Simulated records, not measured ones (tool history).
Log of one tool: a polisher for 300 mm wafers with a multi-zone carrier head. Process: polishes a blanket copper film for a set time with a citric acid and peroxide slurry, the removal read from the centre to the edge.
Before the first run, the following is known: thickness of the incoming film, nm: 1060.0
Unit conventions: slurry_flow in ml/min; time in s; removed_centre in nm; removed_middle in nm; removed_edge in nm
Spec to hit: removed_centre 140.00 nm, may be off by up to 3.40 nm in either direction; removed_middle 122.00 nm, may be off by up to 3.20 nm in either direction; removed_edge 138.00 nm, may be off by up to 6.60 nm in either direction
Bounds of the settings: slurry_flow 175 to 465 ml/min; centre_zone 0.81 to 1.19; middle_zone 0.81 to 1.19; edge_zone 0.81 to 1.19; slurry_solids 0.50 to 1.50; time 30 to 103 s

run	hour	slurry_flow	centre_zone	middle_zone	edge_zone	slurry_solids	time	removed_centre	removed_middle	removed_edge
1	0.0	295	1.00	1.00	1.00	1.00	66	178.48	174.59	179.84
2	8.7	295	1.00	0.93	1.00	1.00	66	175.67	166.64	184.27
3	17.5	290	1.01	0.91	0.97	0.85	63	162.29	153.47	162.42
4	20.5	290	1.01	0.91	1.06	0.85	63	161.47	154.10	170.96
5	28.2	280	1.03	0.88	1.06	0.75	61	156.91	141.75	159.87
6	31.4	265	1.03	0.86	1.05	0.70	60	151.46	135.15	153.04
7	38.5	250	1.03	0.85	1.04	0.65	60	148.98	131.48	150.99
8	46.3	245	1.02	0.84	1.01	0.60	60	141.95	130.15	149.40
# hour 52.4: worn pad replaced by a new one
9	52.4	245	1.03	0.83	0.99	0.55	60	152.55	134.47	150.31
10	54.3	240	1.03	0.83	1.00	0.55	59	147.72	130.73	145.95

Which of these 5 next moves meets every target?
A	56.2	280	1.13	1.04	0.85	0.50	55	?	?	?
B	56.2	215	0.87	0.89	1.00	0.50	63	?	?	?
C	56.2	235	1.06	0.89	0.92	0.55	56	?	?	?
D	56.2	240	0.98	0.94	0.91	0.50	61	?	?	?
E	56.2	250	1.08	0.83	1.03	0.55	54	?	?	?

move	removed_centre	removed_middle	removed_edge
A	146.34	133.48	126.79
B	135.15	139.87	153.55
C	142.71	127.27	134.82
D	144.01	139.78	143.60
E	140.15	119.39	136.81
A: its largest miss is bigger than the last run's
B: its largest miss is bigger than the last run's
C: closes in on the targets versus the last run, not all within tolerance yet
D: its largest miss is bigger than the last run's
E: in spec on every target
Go with E: it meets all targets.

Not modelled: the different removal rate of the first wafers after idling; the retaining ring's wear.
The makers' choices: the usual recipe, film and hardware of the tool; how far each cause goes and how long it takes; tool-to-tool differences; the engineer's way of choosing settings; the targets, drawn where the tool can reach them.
